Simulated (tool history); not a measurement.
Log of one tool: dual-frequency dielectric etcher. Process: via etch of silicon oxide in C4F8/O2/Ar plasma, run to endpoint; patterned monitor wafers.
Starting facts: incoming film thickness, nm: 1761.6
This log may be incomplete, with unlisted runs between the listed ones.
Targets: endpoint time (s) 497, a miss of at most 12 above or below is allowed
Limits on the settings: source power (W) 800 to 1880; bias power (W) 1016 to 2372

run  hour  source power (W)  bias power (W)  endpoint time (s)
  1     0              1340            1694             419.71
  2   7.3              1340            1501             436.38
  3    15              1340            1633             425.91
  4  23.2              1260            1604              431.8
  5  27.9              1260            1361             456.67
  6  36.4              1210            1338             458.65
  7  42.4              1160            1302             464.47
  8  43.9              1120            1264             472.73
  9  44.8              1090            1242             480.09

Of the 4 settings listed for the next run, only one would bring every result within its allowed miss of target. Which one?
  A  45.7               800            1252                  ?
  B  45.7              1030            1485                  ?
  C  45.7              1070            1129                  ?
  D  45.7               970            1016                  ?

move  endpoint time (s)
   A             523.72
   B             469.96
   C             496.58
   D             522.49
A: moves the result that the last run missed by most past its target, out the other side
B: moves away from the targets compared with the last run
C: all results in spec
D: moves the result that the last run missed by most past its target, out the other side
Go with C: it meets all targets.
